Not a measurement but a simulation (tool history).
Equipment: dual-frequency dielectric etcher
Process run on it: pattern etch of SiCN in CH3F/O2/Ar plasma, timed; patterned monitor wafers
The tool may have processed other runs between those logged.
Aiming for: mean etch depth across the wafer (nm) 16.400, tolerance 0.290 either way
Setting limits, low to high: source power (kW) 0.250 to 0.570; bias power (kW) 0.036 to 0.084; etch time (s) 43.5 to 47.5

run  hour  source power (kW)  bias power (kW)  etch time (s)  mean etch depth across the wafer (nm)
  1   0.0              0.410            0.060           47.5                                 15.156
  2   3.8              0.410            0.052           47.5                                 14.548
  3   5.0              0.410            0.052           43.5                                 13.486
  4   8.3              0.450            0.055           43.5                                 14.016
  5  16.1              0.510            0.055           43.5                                 14.535
  6  17.7              0.520            0.059           44.0                                 15.217
  7  19.0              0.530            0.061           44.0                                 15.235
  8  25.7              0.570            0.072           45.5                                 17.002
  9  29.4              0.560            0.071           45.5                                 16.952

Exercise: of the 5 proposed moves below, exactly one satisfies all targets within the stated allowed misses. Which move is it?
  A  33.1              0.550            0.073           47.5                                      ?
  B  33.1              0.570            0.063           47.5                                      ?
  C  33.1              0.570            0.071           47.5                                      ?
  D  33.1              0.490            0.084           47.5                                      ?
  E  33.1              0.570            0.071           44.5                                      ?

move  mean etch depth across the wafer (nm)
   A                                 17.593
   B                                 17.050
   C                                 17.649
   D                                 17.715
   E                                 16.534
A: further off than the last run
B: further off than the last run
C: further off than the last run
D: further off than the last run
E: every result lands within tolerance
So the answer is move E, the one that meets all the targets.
